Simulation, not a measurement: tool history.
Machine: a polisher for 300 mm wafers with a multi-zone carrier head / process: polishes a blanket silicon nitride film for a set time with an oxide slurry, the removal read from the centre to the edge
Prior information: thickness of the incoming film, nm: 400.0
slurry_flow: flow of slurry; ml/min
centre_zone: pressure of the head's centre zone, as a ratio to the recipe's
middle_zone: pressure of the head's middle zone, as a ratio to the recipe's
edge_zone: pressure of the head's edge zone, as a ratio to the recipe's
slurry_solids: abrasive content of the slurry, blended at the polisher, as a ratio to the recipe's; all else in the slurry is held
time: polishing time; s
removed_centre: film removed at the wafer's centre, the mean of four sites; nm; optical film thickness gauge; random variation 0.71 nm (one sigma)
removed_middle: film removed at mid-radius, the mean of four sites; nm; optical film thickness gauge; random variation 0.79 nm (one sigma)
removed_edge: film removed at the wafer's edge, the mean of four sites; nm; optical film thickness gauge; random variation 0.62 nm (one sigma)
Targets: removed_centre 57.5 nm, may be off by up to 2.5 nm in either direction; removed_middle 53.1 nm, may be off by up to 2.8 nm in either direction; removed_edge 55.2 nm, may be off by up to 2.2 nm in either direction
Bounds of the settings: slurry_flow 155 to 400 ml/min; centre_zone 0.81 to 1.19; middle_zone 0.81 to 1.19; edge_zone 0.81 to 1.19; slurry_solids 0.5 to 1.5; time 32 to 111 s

Run 1, hour 0: slurry_flow 255 ml/min, centre_zone 1, middle_zone 1, edge_zone 1, slurry_solids 1, time 71 s. Result: removed_centre 63.878 nm, removed_middle 64.19 nm, removed_edge 65.13 nm.
Run 2, hour 0.5: slurry_flow 200 ml/min, centre_zone 1, middle_zone 1, edge_zone 1, slurry_solids 1, time 71 s. Result: removed_centre 61.63 nm, removed_middle 61.059 nm, removed_edge 62.265 nm.
Run 3, hour 4.3: slurry_flow 200 ml/min, centre_zone 1, middle_zone 1.05, edge_zone 1, slurry_solids 1, time 71 s. Result: removed_centre 61.322 nm, removed_middle 63.509 nm, removed_edge 64.011 nm.
Run 4, hour 7.5: slurry_flow 195 ml/min, centre_zone 1, middle_zone 1.02, edge_zone 0.99, slurry_solids 0.95, time 71 s. Result: removed_centre 59.469 nm, removed_middle 60.554 nm, removed_edge 60.922 nm.
Run 5, hour 16.3: slurry_flow 190 ml/min, centre_zone 1, middle_zone 1, edge_zone 0.98, slurry_solids 0.95, time 71 s. Result: removed_centre 59.537 nm, removed_middle 59.682 nm, removed_edge 61.654 nm.
Run 6, hour 16.8: slurry_flow 195 ml/min, centre_zone 1.02, middle_zone 1, edge_zone 0.98, slurry_solids 0.9, time 70 s. Result: removed_centre 57.799 nm, removed_middle 59.547 nm, removed_edge 59.355 nm.
Run 7, hour 21.8: slurry_flow 190 ml/min, centre_zone 1.03, middle_zone 0.97, edge_zone 0.97, slurry_solids 0.9, time 69 s. Result: removed_centre 59.158 nm, removed_middle 55.504 nm, removed_edge 57.775 nm.
Run 8, hour 29.4: slurry_flow 190 ml/min, centre_zone 1.03, middle_zone 0.97, edge_zone 0.96, slurry_solids 0.9, time 69 s. Result: removed_centre 59.743 nm, removed_middle 54.139 nm, removed_edge 58.557 nm.

4 candidate next runs follow, results not yet known. Just one meets every target within its allowed miss. Identify it.
Run A, hour 37: slurry_flow 245 ml/min, centre_zone 1.09, middle_zone 0.93, edge_zone 1.08, slurry_solids 0.8, time 71 s. Result: removed_centre ?, removed_middle ?, removed_edge ?.
Run B, hour 37: slurry_flow 170 ml/min, centre_zone 1.01, middle_zone 0.88, edge_zone 1.06, slurry_solids 0.8, time 78 s. Result: removed_centre ?, removed_middle ?, removed_edge ?.
Run C, hour 37: slurry_flow 240 ml/min, centre_zone 0.91, middle_zone 0.91, edge_zone 1.01, slurry_solids 0.9, time 71 s. Result: removed_centre ?, removed_middle ?, removed_edge ?.
Run D, hour 37: slurry_flow 175 ml/min, centre_zone 1.06, middle_zone 0.99, edge_zone 0.94, slurry_solids 1, time 64 s. Result: removed_centre ?, removed_middle ?, removed_edge ?.

move  removed_centre  removed_middle  removed_edge
   A          64.297          55.274          61.3
   B          61.856           55.28        64.181
   C           56.81          56.618         62.33
   D          57.589          53.314        54.845
A: misses by more than the last run did
B: misses by more than the last run did
C: misses by more than the last run did
D: every result within its allowed miss
Move D is the one to make.
